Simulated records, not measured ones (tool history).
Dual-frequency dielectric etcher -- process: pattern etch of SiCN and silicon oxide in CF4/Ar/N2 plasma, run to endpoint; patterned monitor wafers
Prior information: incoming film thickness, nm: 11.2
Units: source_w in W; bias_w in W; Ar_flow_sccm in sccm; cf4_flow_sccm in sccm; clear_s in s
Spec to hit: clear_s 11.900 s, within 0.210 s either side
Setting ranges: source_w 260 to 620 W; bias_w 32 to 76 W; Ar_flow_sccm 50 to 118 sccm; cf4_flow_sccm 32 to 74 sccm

run  hour  source_w  bias_w  Ar_flow_sccm  cf4_flow_sccm  clear_s
  1   0.0       440      54            84             53   14.614
  2   6.9       440      54            94             53   14.857
  3   7.5       470      54            94             53   14.097
  4  14.9       440      54            94             53   14.740
  5  22.6       480      54            94             53   13.756
  6  28.5       480      48            94             53   14.132
  7  37.3       570      49            94             53   12.256
  8  45.7       570      49            94             53   12.189

5 next moves are on the table. One of them brings every result within its allowed miss. Which?
  A  54.1       590      40            99             51        ?
  B  54.1       550      51            96             55        ?
  C  54.1       560      53            90             46        ?
  D  54.1       600      49           101             52        ?
  E  54.1       530      58            97             49        ?

move  clear_s
   A   12.721
   B   12.423
   C   12.364
   D   11.871
   E   12.608
A: moves away from the targets compared with the last run
B: moves away from the targets compared with the last run
C: moves away from the targets compared with the last run
D: in spec on every target
E: moves away from the targets compared with the last run
The move that meets every target is D.
